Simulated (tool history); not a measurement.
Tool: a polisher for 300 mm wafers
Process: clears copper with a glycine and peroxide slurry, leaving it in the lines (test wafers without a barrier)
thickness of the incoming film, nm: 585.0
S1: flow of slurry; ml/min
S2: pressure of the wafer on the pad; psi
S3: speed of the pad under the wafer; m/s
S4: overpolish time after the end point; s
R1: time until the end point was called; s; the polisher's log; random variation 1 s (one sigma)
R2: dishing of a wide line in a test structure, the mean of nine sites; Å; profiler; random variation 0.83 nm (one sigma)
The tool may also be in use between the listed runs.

run  hour   S1   S2    S3  S4      R1      R2
  1   0.0  280  2.7  1.16  17  84.436  577.25
  2   8.7  280  2.7  1.16  10  83.513  376.10
  3  11.2  280  2.7  1.16   5  86.518  237.62
  4  20.0  280  2.7  1.16   5  85.370  231.24
  5  26.3  280  2.7  1.16  10  84.626  405.36
  6  27.5  280  2.7  1.42  10  70.784  437.33

The next listed run, before its measurement:
  7  32.7  280  2.6  1.42  10   ?   ?

{"run 7": {"R1": 74.144, "R2": 434.03}}

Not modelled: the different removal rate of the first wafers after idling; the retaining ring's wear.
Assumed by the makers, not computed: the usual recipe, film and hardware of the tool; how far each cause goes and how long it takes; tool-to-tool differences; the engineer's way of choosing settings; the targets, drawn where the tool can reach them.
